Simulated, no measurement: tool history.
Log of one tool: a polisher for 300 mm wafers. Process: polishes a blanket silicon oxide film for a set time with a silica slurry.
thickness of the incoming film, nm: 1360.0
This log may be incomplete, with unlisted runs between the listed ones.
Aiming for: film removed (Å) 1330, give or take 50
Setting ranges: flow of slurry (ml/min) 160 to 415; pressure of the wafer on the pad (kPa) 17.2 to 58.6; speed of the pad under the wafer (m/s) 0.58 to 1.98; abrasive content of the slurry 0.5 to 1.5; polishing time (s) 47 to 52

run    day  flow of slurry (ml/min)  pressure of the wafer on the pad (kPa)  speed of the pad under the wafer (m/s)  abrasive content of the slurry  polishing time (s)  film removed (Å)
  1      0                      265                                    37.9                                    1.28                               1                  52            2257.7
  2  0.021                      265                                    37.9                                    1.28                               1                  47            2086.7
  3  0.175                      265                                    37.9                                    1.44                               1                  47            2262.4
  4  0.475                      265                                    33.1                                    1.42                               1                  47            1953.8
  5  0.825                      265                                      40                                    1.42                               1                  47            2405.8
  6  0.908                      265                                    35.2                                     1.4                               1                  47            2030.5
  7  0.975                      265                                    31.7                                     1.4                               1                  47              1833
  8  1.058                      265                                      29                                     1.4                               1                  47              1666
  9  1.317                      265                                    20.7                                    1.38                               1                  47            1229.5
 10  1.638                      265                                    21.4                                    1.38                               1                  47            1270.8

Which of these 4 next moves meets every target?
  A  1.958                      340                                    26.2                                    0.82                             1.3                  48                 ?
  B  1.958                      210                                    21.4                                    1.54                               1                  47                 ?
  C  1.958                      265                                    24.1                                     1.2                             0.6                  52                 ?
  D  1.958                      245                                    24.1                                    1.12                               1                  47                 ?

move  film removed (Å)
   A            1223.4
   B              1331
   C            1193.4
   D            1215.5
A: the biggest miss grows against the last run
B: hits every target within its allowed miss
C: the biggest miss grows against the last run
D: the biggest miss grows against the last run
So the answer is move B, the one that meets all the targets.

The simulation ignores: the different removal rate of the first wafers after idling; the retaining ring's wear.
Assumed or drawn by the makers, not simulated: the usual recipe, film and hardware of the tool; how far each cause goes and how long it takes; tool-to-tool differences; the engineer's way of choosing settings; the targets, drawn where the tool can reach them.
